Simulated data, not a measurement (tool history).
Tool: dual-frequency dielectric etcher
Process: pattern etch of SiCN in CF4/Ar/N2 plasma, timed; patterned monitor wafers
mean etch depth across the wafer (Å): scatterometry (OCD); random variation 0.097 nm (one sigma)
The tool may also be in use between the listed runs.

run	day	source power (W)	bias power (W)	Ar flow (sccm)	CF4 flow (sccm)	etch time (s)	mean etch depth across the wafer (Å)
1	0.000	390	82	78	48	76	609.36
2	0.292	390	96	78	48	76	653.31
3	0.362	390	96	78	54	76	667.96
4	0.642	390	96	68	54	76	678.80
5	0.767	360	94	68	54	76	634.18
6	1.104	360	94	56	54	76	652.61
7	1.158	340	90	56	54	76	614.38

Forecast run 8:
8	1.388	320	87	56	54	76	?

Run 8 gave mean etch depth across the wafer (Å) 580.87.
